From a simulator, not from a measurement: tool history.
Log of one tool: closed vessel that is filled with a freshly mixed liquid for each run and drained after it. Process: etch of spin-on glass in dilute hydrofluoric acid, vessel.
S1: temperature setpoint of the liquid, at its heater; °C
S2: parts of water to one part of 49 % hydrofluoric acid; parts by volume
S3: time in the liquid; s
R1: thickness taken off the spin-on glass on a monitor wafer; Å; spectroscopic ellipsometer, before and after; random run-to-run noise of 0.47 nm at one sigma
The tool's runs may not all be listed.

run,hour,S1,S2,S3,R1
1,0,25,120,100,376.48
2,3.4,25,120,105,394.5
3,9.4,27,105,105,493.81
4,15.1,23.5,105,105,430.14
# hour 16.4: thermometer replaced
5,16.4,23.5,105,100,388.71
6,23.9,26,95,100,478.33

Run 7 is up next; what results do you expect?
7,29.2,28,85,100,?

Logged for run 7: R1 586.27 Å.
